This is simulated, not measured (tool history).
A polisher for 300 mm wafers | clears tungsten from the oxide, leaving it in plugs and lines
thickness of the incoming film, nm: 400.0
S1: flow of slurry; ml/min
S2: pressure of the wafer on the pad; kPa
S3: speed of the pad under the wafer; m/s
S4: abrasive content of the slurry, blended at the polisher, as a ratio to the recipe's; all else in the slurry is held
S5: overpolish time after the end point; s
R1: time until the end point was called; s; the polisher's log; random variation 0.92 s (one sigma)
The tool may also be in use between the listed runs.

run    day   S1    S2    S3   S4  S5      R1
  1  0.000  240  27.6  1.02  1.0   8  91.781
  2  0.275  240  27.6  1.12  1.0   8  88.535
  3  0.362  215  27.6  1.12  1.0   8  90.486
  4  0.462  220  29.6  1.14  1.0   8  81.965
  5  0.704  225  31.7  1.16  1.0   8  77.177
  6  0.812  225  31.7  1.30  1.0   8  70.448
  7  0.975  225  33.1  1.32  1.0   8  67.234
     1.162  -- slurry blender recalibrated
  8  1.162  225  34.5  1.34  1.0   8  60.393
  9  1.454  225  35.2  1.34  1.0   8  57.335

Forecast run 10:
 10  1.533  230  36.5  1.34  1.0   8   ?

{"run 10": {"R1": 56.228}}
